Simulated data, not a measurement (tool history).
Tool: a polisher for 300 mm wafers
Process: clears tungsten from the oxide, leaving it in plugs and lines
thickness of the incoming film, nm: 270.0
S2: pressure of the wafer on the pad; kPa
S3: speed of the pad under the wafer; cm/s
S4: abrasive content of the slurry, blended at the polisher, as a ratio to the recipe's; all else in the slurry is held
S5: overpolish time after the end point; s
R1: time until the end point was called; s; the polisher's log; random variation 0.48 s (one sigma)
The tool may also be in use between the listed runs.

Run 1, hour 0: flow of slurry (ml/min) 320, S2 24.1 kPa, S3 102 cm/s, S4 1, S5 3 s. Result: R1 59.353 s.
Run 2, hour 5.2: flow of slurry (ml/min) 320, S2 26.2 kPa, S3 102 cm/s, S4 1, S5 3 s. Result: R1 54.352 s.
Run 3, hour 9.7: flow of slurry (ml/min) 320, S2 27.6 kPa, S3 102 cm/s, S4 1, S5 3 s. Result: R1 52.196 s.
Run 4, hour 15.6: flow of slurry (ml/min) 320, S2 29 kPa, S3 102 cm/s, S4 1, S5 3 s. Result: R1 50.257 s.
Run 5, hour 16.7: flow of slurry (ml/min) 320, S2 29 kPa, S3 102 cm/s, S4 1, S5 3 s. Result: R1 50.726 s.
Run 6, hour 17.9: flow of slurry (ml/min) 245, S2 29 kPa, S3 102 cm/s, S4 1, S5 3 s. Result: R1 51.117 s.
Run 7, hour 20.7: flow of slurry (ml/min) 245, S2 29 kPa, S3 102 cm/s, S4 1, S5 3 s. Result: R1 50.213 s.
Run 8, hour 22.7: flow of slurry (ml/min) 245, S2 30.3 kPa, S3 102 cm/s, S4 1, S5 3 s. Result: R1 48.322 s.

The next listed run, before its measurement:
Run 9, hour 25.7: flow of slurry (ml/min) 245, S2 31 kPa, S3 102 cm/s, S4 1, S5 3 s. Result: R1 ?.

{"run 9": {"R1": 46.706}}

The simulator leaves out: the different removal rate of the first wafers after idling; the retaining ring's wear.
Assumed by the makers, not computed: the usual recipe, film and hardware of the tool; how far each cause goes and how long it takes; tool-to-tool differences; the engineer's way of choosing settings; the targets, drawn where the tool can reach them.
